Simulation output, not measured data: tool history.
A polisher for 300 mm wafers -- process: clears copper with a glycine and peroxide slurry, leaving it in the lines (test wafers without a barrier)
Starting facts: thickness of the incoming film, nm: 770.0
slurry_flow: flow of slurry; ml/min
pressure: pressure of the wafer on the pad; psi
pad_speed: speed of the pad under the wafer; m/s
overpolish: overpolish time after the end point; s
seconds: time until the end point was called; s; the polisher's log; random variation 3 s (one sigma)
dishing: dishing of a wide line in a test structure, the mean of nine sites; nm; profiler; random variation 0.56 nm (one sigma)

run  hour  slurry_flow  pressure  pad_speed  overpolish  seconds  dishing
  1   0.0          175       2.9       1.14          30   134.83   79.113
  2   5.6          175       2.4       1.12          27   164.16   64.948
  3   7.7          175       2.1       1.12          25   180.29   55.937
  4  16.0          175       1.9       1.12          25   198.56   52.998
  5  23.6          190       1.9       1.12          25   194.70   53.771
  6  28.1          150       1.9       1.12          25   204.99   53.088
  7  30.9          150       1.9       1.12          25   203.32   52.651

What does the tool deliver on the next run?
  8  34.3          150       1.8       1.12          24        ?        ?

Logged for run 8: seconds 214.28 s, dishing 49.481 nm.
